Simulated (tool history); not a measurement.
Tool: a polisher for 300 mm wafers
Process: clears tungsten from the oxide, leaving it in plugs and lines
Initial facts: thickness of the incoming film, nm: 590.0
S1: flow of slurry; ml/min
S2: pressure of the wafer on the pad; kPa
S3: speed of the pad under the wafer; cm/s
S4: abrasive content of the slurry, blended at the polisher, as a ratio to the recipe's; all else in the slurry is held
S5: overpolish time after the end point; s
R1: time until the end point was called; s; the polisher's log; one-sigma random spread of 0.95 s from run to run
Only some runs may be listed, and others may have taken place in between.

{"run": 1, "hour": 0.0, "S1": 285, "S2": 31, "S3": 86, "S4": 1, "S5": 35, "R1": 111.34}
{"run": 2, "hour": 8.6, "S1": 285, "S2": 31, "S3": 86, "S4": 1, "S5": 35, "R1": 113.04}
{"run": 3, "hour": 17.4, "S1": 335, "S2": 31, "S3": 86, "S4": 1, "S5": 35, "R1": 110.54}
{"run": 4, "hour": 22.0, "S1": 335, "S2": 31, "S3": 86, "S4": 1, "S5": 35, "R1": 114.75}
{"run": 5, "hour": 28.0, "S1": 295, "S2": 31, "S3": 86, "S4": 1, "S5": 35, "R1": 112.69}
{"run": 6, "hour": 29.5, "S1": 295, "S2": 34.5, "S3": 88, "S4": 1, "S5": 35, "R1": 105.01}
{"run": 7, "hour": 34.4, "S1": 295, "S2": 36.5, "S3": 96, "S4": 1, "S5": 35, "R1": 90.806}
{"run": 8, "hour": 42.2, "S1": 295, "S2": 38.6, "S3": 100, "S4": 1, "S5": 35, "R1": 86.928}
{"run": 9, "hour": 43.2, "S1": 295, "S2": 40.7, "S3": 104, "S4": 1, "S5": 35, "R1": 76.008}

Run 10 comes next. What will it give?
{"run": 10, "hour": 47.2, "S1": 295, "S2": 42.1, "S3": 106, "S4": 1, "S5": 35, "R1": "?"}

R1: 73.08 s
